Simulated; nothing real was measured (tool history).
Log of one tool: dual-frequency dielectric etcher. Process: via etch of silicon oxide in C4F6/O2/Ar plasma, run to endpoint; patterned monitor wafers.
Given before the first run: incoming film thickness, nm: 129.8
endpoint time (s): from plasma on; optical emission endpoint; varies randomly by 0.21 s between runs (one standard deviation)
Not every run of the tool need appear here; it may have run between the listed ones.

| run | hour | bias power (kW) | source power (kW) | Ar flow (sccm) | endpoint time (s) |
|---|---|---|---|---|---|
| 1 | 0.0 | 0.585 | 0.440 | 418 | 28.594 |
| 2 | 5.4 | 0.585 | 0.390 | 418 | 29.882 |
| 3 | 11.8 | 0.585 | 0.390 | 361 | 29.147 |
| 4 | 17.1 | 0.585 | 0.460 | 361 | 27.566 |
| 5 | 20.4 | 0.634 | 0.460 | 361 | 26.363 |
| 6 | 22.5 | 0.563 | 0.450 | 363 | 28.261 |

Forecast run 7:
| 7 | 23.2 | 0.515 | 0.440 | 365 | ? |

{"run 7": {"endpoint time (s)": 29.886}}
